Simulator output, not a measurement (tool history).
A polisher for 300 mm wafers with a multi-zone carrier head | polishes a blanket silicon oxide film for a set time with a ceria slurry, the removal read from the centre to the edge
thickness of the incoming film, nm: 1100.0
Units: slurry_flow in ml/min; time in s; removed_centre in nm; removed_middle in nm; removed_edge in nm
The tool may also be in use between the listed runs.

{"run": 1, "hour": 0.0, "slurry_flow": 250, "centre_zone": 1.0, "middle_zone": 1.0, "edge_zone": 1.0, "time": 57, "removed_centre": 364.52, "removed_middle": 354.68, "removed_edge": 351.38}
{"run": 2, "hour": 5.0, "slurry_flow": 250, "centre_zone": 0.94, "middle_zone": 1.0, "edge_zone": 1.0, "time": 57, "removed_centre": 333.22, "removed_middle": 349.69, "removed_edge": 363.01}
{"run": 3, "hour": 7.5, "slurry_flow": 190, "centre_zone": 0.94, "middle_zone": 1.0, "edge_zone": 1.0, "time": 57, "removed_centre": 325.17, "removed_middle": 346.07, "removed_edge": 334.16}
{"run": 4, "hour": 14.7, "slurry_flow": 205, "centre_zone": 0.95, "middle_zone": 1.03, "edge_zone": 1.02, "time": 60, "removed_centre": 348.35, "removed_middle": 365.83, "removed_edge": 376.05}
{"run": 5, "hour": 15.7, "slurry_flow": 155, "centre_zone": 0.95, "middle_zone": 1.03, "edge_zone": 1.02, "time": 60, "removed_centre": 331.03, "removed_middle": 356.07, "removed_edge": 352.33}
{"run": 6, "hour": 23.0, "slurry_flow": 180, "centre_zone": 0.95, "middle_zone": 1.07, "edge_zone": 1.0, "time": 63, "removed_centre": 361.42, "removed_middle": 394.36, "removed_edge": 377.66}

Forecast run 7:
{"run": 7, "hour": 24.6, "slurry_flow": 200, "centre_zone": 0.95, "middle_zone": 1.1, "edge_zone": 0.99, "time": 65, "removed_centre": "?", "removed_middle": "?", "removed_edge": "?"}

{"run 7": {"removed_centre": 380.3, "removed_middle": 429.3, "removed_edge": 398.37}}

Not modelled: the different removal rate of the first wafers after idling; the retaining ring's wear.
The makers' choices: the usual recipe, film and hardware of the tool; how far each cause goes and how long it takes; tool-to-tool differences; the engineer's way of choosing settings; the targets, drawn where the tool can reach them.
